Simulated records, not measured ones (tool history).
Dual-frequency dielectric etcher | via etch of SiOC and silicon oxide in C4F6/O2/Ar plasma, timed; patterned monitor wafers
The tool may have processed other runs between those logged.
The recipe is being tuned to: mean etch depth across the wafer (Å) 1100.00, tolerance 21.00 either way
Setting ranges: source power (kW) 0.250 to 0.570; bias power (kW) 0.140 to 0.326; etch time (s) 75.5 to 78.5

| run | day | source power (kW) | bias power (kW) | etch time (s) | mean etch depth across the wafer (Å) |
|---|---|---|---|---|---|
| 1 | 0.000 | 0.410 | 0.233 | 75.5 | 855.69 |
| 2 | 0.142 | 0.360 | 0.233 | 75.5 | 799.85 |
| 3 | 0.429 | 0.360 | 0.217 | 75.5 | 788.61 |
| 4 | 0.571 | 0.410 | 0.236 | 76.0 | 878.51 |
| 5 | 0.879 | 0.410 | 0.236 | 78.5 | 895.06 |
| 6 | 1.200 | 0.450 | 0.242 | 78.5 | 944.17 |
| 7 | 1.421 | 0.480 | 0.249 | 78.5 | 981.87 |
| 8 | 1.558 | 0.500 | 0.255 | 78.5 | 1006.40 |
| 9 | 1.854 | 0.520 | 0.261 | 78.5 | 1042.30 |
| 10 | 1.883 | 0.530 | 0.263 | 78.5 | 1053.80 |
| 11 | 2.104 | 0.540 | 0.265 | 78.5 | 1061.90 |
| 12 | 2.200 | 0.550 | 0.267 | 78.5 | 1071.50 |

Consider the 4 candidate settings below. Which is the only one whose results all fall within their allowed miss of target?
| A | 2.296 | 0.570 | 0.316 | 75.5 | ? |
| B | 2.296 | 0.570 | 0.255 | 75.5 | ? |
| C | 2.296 | 0.560 | 0.266 | 76.5 | ? |
| D | 2.296 | 0.520 | 0.294 | 77.5 | ? |

| move | mean etch depth across the wafer (Å) |
|---|---|
| A | 1098.90 |
| B | 1035.30 |
| C | 1052.00 |
| D | 1057.00 |
A: hits every target within its allowed miss
B: further off than the last run
C: further off than the last run
D: further off than the last run
The move that meets every target is A.

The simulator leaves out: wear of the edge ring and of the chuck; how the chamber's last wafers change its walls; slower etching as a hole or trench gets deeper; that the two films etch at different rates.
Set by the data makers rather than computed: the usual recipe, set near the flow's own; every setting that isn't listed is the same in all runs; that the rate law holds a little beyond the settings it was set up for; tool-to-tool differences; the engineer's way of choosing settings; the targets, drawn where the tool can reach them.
